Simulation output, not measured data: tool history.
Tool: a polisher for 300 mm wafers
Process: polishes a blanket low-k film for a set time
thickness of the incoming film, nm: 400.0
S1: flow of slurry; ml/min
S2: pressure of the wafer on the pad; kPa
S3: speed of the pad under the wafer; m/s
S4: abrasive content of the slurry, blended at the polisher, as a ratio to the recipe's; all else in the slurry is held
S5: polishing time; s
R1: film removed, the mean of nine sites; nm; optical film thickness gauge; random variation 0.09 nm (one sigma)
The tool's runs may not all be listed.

run 1 day=0.000 | S1=225 S2=11.0 S3=1.16 S4=1.0 S5=31 | R1=13.8060
run 2 day=0.254 | S1=265 S2=11.0 S3=1.16 S4=1.0 S5=31 | R1=14.0800
run 3 day=0.583 | S1=265 S2=10.3 S3=1.12 S4=1.0 S5=31 | R1=13.0950
run 4 day=0.804 | S1=265 S2=9.7 S3=1.08 S4=1.0 S5=31 | R1=11.9720
run 5 day=1.171 | S1=305 S2=9.7 S3=1.08 S4=1.0 S5=31 | R1=11.9530
run 6 day=1.296 | S1=305 S2=7.6 S3=1.08 S4=1.0 S5=31 | R1=9.3568
run 7 day=1.450 | S1=305 S2=7.6 S3=1.08 S4=1.0 S5=31 | R1=9.2908
run 8 day=1.596 | S1=305 S2=7.6 S3=1.06 S4=1.0 S5=31 | R1=9.5606

The next listed run, before its measurement:
run 9 day=1.683 | S1=305 S2=7.6 S3=1.04 S4=1.0 S5=31 | R1=?

Run 9 gave R1 8.8288 nm.

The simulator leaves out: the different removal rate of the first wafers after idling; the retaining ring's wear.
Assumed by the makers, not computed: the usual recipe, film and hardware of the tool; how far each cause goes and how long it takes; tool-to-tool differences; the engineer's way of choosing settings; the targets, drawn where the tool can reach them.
